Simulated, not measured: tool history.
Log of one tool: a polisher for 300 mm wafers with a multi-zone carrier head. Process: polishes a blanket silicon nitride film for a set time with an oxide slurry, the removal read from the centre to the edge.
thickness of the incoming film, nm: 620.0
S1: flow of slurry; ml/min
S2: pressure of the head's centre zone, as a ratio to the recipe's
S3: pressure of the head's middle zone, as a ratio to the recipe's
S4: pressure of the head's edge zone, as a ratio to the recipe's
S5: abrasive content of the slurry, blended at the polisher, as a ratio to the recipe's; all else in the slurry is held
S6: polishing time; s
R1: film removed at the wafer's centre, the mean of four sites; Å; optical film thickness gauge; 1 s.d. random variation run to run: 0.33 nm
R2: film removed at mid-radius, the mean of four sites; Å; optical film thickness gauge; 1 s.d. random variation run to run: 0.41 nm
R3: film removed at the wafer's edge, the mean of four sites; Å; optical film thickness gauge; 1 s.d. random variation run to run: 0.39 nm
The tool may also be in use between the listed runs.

| run | hour | S1 | S2 | S3 | S4 | S5 | S6 | R1 | R2 | R3 |
|---|---|---|---|---|---|---|---|---|---|---|
| 1 | 0 | 235 | 1 | 1 | 1 | 1 | 86 | 446.37 | 446.98 | 449.21 |
| 2 | 8.2 | 235 | 0.98 | 1 | 0.99 | 0.9 | 83 | 401.54 | 403.71 | 407.51 |
| 3 | 11.5 | 180 | 0.98 | 1 | 0.99 | 0.9 | 83 | 380.26 | 384.46 | 400.47 |
| 4 | 17.1 | 185 | 0.97 | 1.01 | 0.98 | 0.85 | 81 | 367.76 | 363.48 | 378.66 |
| 5 | 23.7 | 185 | 0.9 | 1.01 | 0.98 | 0.85 | 81 | 352.86 | 374 | 369.15 |
| 6 | 25.7 | 205 | 0.9 | 1.01 | 0.98 | 0.85 | 81 | 349.46 | 378.61 | 380.66 |
| 7 | 31.3 | 205 | 0.89 | 1.02 | 0.96 | 0.8 | 80 | 326.8 | 345.78 | 349.39 |
| 8 | 35 | 190 | 0.81 | 1.11 | 0.86 | 0.65 | 78 | 259.35 | 324.52 | 289.57 |

Run 9 has not been measured yet. What should we expect?
| 9 | 40.5 | 190 | 0.81 | 1.1 | 0.85 | 0.65 | 78 | ? | ? | ? |

{"run 9": {"R1": 254.23, "R2": 308.83, "R3": 284.48}}
